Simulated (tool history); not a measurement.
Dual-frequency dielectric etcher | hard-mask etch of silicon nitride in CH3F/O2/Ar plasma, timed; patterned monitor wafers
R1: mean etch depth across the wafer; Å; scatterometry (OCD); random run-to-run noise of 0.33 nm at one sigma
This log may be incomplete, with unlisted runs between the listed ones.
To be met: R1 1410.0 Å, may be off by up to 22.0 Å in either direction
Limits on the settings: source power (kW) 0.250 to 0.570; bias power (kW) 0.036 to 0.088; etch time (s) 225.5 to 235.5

Run 1, hour 0.0: source power (kW) 0.410, bias power (kW) 0.062, etch time (s) 225.5. Result: R1 1571.2 Å.
Run 2, hour 5.9: source power (kW) 0.410, bias power (kW) 0.062, etch time (s) 225.5. Result: R1 1570.0 Å.
Run 3, hour 10.5: source power (kW) 0.410, bias power (kW) 0.062, etch time (s) 235.5. Result: R1 1640.4 Å.
Run 4, hour 18.9: source power (kW) 0.380, bias power (kW) 0.062, etch time (s) 235.5. Result: R1 1595.7 Å.
Run 5, hour 23.4: source power (kW) 0.350, bias power (kW) 0.062, etch time (s) 235.5. Result: R1 1541.3 Å.
Run 6, hour 25.6: source power (kW) 0.350, bias power (kW) 0.053, etch time (s) 235.5. Result: R1 1466.9 Å.
Run 7, hour 32.7: source power (kW) 0.350, bias power (kW) 0.053, etch time (s) 235.5. Result: R1 1464.9 Å.
Run 8, hour 38.0: source power (kW) 0.340, bias power (kW) 0.053, etch time (s) 235.5. Result: R1 1452.4 Å.
Run 9, hour 44.0: source power (kW) 0.330, bias power (kW) 0.053, etch time (s) 235.5. Result: R1 1435.4 Å.

4 candidate next runs follow, results not yet known. Just one meets every target within its allowed miss. Identify it.
Run A, hour 50.0: source power (kW) 0.330, bias power (kW) 0.052, etch time (s) 232.0. Result: R1 ?.
Run B, hour 50.0: source power (kW) 0.340, bias power (kW) 0.060, etch time (s) 227.0. Result: R1 ?.
Run C, hour 50.0: source power (kW) 0.280, bias power (kW) 0.064, etch time (s) 226.5. Result: R1 ?.
Run D, hour 50.0: source power (kW) 0.290, bias power (kW) 0.052, etch time (s) 235.5. Result: R1 ?.

move      R1
   A  1409.2
   B  1459.3
   C  1379.2
   D  1359.7
A: all results in spec
B: lands further from the targets than the last run did
C: takes the result that was furthest off past its target
D: takes the result that was furthest off past its target
A is the move that brings every result within its allowed miss.

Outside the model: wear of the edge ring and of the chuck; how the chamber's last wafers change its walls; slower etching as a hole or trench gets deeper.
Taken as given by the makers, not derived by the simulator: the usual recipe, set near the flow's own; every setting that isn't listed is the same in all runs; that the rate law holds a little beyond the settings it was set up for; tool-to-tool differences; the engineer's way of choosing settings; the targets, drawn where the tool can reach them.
